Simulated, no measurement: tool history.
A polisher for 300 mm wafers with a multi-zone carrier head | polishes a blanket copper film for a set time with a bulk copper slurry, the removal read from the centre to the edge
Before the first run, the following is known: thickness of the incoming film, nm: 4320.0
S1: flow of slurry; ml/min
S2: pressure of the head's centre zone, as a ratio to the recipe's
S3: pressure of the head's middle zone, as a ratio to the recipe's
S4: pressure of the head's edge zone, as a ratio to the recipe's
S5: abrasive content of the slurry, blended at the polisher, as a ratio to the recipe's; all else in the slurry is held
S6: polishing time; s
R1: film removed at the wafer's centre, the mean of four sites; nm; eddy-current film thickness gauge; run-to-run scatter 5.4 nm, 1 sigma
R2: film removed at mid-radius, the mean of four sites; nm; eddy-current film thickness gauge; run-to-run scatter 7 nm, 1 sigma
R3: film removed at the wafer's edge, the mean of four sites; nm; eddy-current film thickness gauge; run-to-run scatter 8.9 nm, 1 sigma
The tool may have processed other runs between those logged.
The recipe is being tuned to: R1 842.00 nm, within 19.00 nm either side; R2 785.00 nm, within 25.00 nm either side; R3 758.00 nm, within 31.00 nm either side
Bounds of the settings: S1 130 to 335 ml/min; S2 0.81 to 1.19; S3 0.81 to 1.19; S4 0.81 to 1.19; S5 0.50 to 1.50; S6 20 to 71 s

Run 1, hour 0.0: S1 215 ml/min, S2 1.00, S3 1.00, S4 1.00, S5 1.00, S6 45 s. Result: R1 549.19 nm, R2 535.77 nm, R3 549.81 nm.
Run 2, hour 1.7: S1 190 ml/min, S2 1.00, S3 1.00, S4 1.00, S5 1.00, S6 45 s. Result: R1 530.75 nm, R2 522.31 nm, R3 533.73 nm.
Run 3, hour 3.3: S1 215 ml/min, S2 1.03, S3 1.04, S4 1.03, S5 1.10, S6 46 s. Result: R1 581.10 nm, R2 565.74 nm, R3 569.94 nm.
Run 4, hour 11.0: S1 215 ml/min, S2 1.03, S3 1.04, S4 1.03, S5 0.95, S6 46 s. Result: R1 556.24 nm, R2 542.27 nm, R3 552.50 nm.
Run 5, hour 18.7: S1 215 ml/min, S2 1.03, S3 0.98, S4 1.03, S5 0.95, S6 46 s. Result: R1 569.54 nm, R2 532.23 nm, R3 559.73 nm.
Run 6, hour 21.0: S1 215 ml/min, S2 1.03, S3 0.98, S4 1.03, S5 0.85, S6 46 s. Result: R1 550.73 nm, R2 513.64 nm, R3 543.81 nm.
Run 7, hour 24.6: S1 230 ml/min, S2 1.05, S3 1.01, S4 1.04, S5 1.00, S6 47 s. Result: R1 593.37 nm, R2 559.09 nm, R3 584.53 nm.
Run 8, hour 26.4: S1 245 ml/min, S2 1.07, S3 1.03, S4 1.03, S5 1.10, S6 48 s. Result: R1 635.40 nm, R2 594.33 nm, R3 602.78 nm.
Run 9, hour 31.5: S1 255 ml/min, S2 1.09, S3 1.05, S4 1.04, S5 1.20, S6 49 s. Result: R1 677.71 nm, R2 637.55 nm, R3 646.22 nm.
Run 10, hour 33.8: S1 265 ml/min, S2 1.11, S3 1.07, S4 1.04, S5 1.25, S6 50 s. Result: R1 720.62 nm, R2 657.33 nm, R3 655.29 nm.
Run 11, hour 41.1: S1 275 ml/min, S2 1.12, S3 1.09, S4 1.05, S5 1.30, S6 51 s. Result: R1 749.78 nm, R2 699.44 nm, R3 674.53 nm.

Which single option among these 4 for the next run brings every result within its allowed miss of target? Just one does.
Run A, hour 48.4: S1 255 ml/min, S2 1.13, S3 1.09, S4 1.05, S5 1.35, S6 57 s. Result: R1 ?, R2 ?, R3 ?.
Run B, hour 48.4: S1 285 ml/min, S2 0.93, S3 1.19, S4 1.15, S5 1.20, S6 51 s. Result: R1 ?, R2 ?, R3 ?.
Run C, hour 48.4: S1 270 ml/min, S2 0.90, S3 1.06, S4 1.05, S5 1.30, S6 60 s. Result: R1 ?, R2 ?, R3 ?.
Run D, hour 48.4: S1 260 ml/min, S2 0.92, S3 1.16, S4 1.19, S5 1.50, S6 53 s. Result: R1 ?, R2 ?, R3 ?.

move      R1      R2      R3
   A  843.99  777.83  761.31
   B  611.86  733.90  699.44
   C  704.47  799.99  798.18
   D  654.77  779.14  772.97
A: each result inside its tolerance
B: moves away from the targets compared with the last run
C: moves away from the targets compared with the last run
D: moves away from the targets compared with the last run
A is the move that brings every result within its allowed miss.
